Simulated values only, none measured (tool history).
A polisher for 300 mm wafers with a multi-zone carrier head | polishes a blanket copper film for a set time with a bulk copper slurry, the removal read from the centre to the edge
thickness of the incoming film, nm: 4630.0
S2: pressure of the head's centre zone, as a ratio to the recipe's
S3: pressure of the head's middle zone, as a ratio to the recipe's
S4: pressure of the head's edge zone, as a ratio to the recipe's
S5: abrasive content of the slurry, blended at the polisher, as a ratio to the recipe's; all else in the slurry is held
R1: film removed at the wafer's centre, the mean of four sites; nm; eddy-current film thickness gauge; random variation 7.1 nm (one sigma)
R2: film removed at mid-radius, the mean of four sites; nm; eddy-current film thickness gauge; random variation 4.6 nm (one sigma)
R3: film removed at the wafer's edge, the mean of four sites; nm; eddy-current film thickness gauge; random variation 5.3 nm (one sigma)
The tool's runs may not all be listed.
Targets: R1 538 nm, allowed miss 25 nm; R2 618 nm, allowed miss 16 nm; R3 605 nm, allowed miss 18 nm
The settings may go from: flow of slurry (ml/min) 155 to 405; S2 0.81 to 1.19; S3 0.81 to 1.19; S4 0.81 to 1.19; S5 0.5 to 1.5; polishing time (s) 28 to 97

{"run": 1, "hour": 0.0, "flow of slurry (ml/min)": 260, "S2": 1, "S3": 1, "S4": 1, "S5": 1, "polishing time (s)": 62, "R1": 503.43, "R2": 494.7, "R3": 498.24}
{"run": 2, "hour": 5.6, "flow of slurry (ml/min)": 265, "S2": 0.99, "S3": 1.02, "S4": 1.03, "S5": 1.05, "polishing time (s)": 62, "R1": 500.13, "R2": 500.45, "R3": 510.27}
{"run": 3, "hour": 9.7, "flow of slurry (ml/min)": 265, "S2": 0.99, "S3": 1.02, "S4": 0.96, "S5": 1.05, "polishing time (s)": 62, "R1": 500.95, "R2": 510.84, "R3": 504.53}
{"run": 4, "hour": 16.0, "flow of slurry (ml/min)": 265, "S2": 0.95, "S3": 1.02, "S4": 0.96, "S5": 1.05, "polishing time (s)": 62, "R1": 478.65, "R2": 507.82, "R3": 499.72}
{"run": 5, "hour": 22.3, "flow of slurry (ml/min)": 230, "S2": 0.95, "S3": 1.02, "S4": 0.96, "S5": 1.05, "polishing time (s)": 62, "R1": 482.44, "R2": 493.03, "R3": 483.53}
{"run": 6, "hour": 24.7, "flow of slurry (ml/min)": 230, "S2": 0.95, "S3": 1.06, "S4": 0.96, "S5": 1.05, "polishing time (s)": 62, "R1": 474.32, "R2": 505.78, "R3": 485.73}
{"run": 7, "hour": 26.5, "flow of slurry (ml/min)": 255, "S2": 0.96, "S3": 1.07, "S4": 0.98, "S5": 1.1, "polishing time (s)": 62, "R1": 497.11, "R2": 524.73, "R3": 498.73}
{"run": 8, "hour": 31.7, "flow of slurry (ml/min)": 275, "S2": 0.95, "S3": 1.07, "S4": 1, "S5": 1.15, "polishing time (s)": 62, "R1": 497.53, "R2": 547.13, "R3": 513.09}
{"run": 9, "hour": 39.3, "flow of slurry (ml/min)": 290, "S2": 0.95, "S3": 1.06, "S4": 1.02, "S5": 1.2, "polishing time (s)": 62, "R1": 508.19, "R2": 539.25, "R3": 536.13}

4 next moves are on the table. One of them brings every result within its allowed miss. Which?
{"run": "A", "hour": 46.9, "flow of slurry (ml/min)": 400, "S2": 0.92, "S3": 1.06, "S4": 1.11, "S5": 1.25, "polishing time (s)": 65, "R1": "?", "R2": "?", "R3": "?"}
{"run": "B", "hour": 46.9, "flow of slurry (ml/min)": 280, "S2": 0.97, "S3": 1.08, "S4": 1.05, "S5": 1.15, "polishing time (s)": 66, "R1": "?", "R2": "?", "R3": "?"}
{"run": "C", "hour": 46.9, "flow of slurry (ml/min)": 290, "S2": 0.94, "S3": 1.15, "S4": 1.13, "S5": 1.3, "polishing time (s)": 66, "R1": "?", "R2": "?", "R3": "?"}
{"run": "D", "hour": 46.9, "flow of slurry (ml/min)": 355, "S2": 0.92, "S3": 1, "S4": 0.97, "S5": 1.4, "polishing time (s)": 74, "R1": "?", "R2": "?", "R3": "?"}

move=A R1=537.23 R2=598.11 R3=596.37
move=B R1=543.44 R2=582.52 R3=562.26
move=C R1=545.42 R2=628.69 R3=602.94
move=D R1=622.38 R2=668.29 R3=649.2
A: nearer than the last run, and not there yet
B: nearer than the last run, and not there yet
C: meets every target
D: takes the result that was furthest off past its target
Answer: C
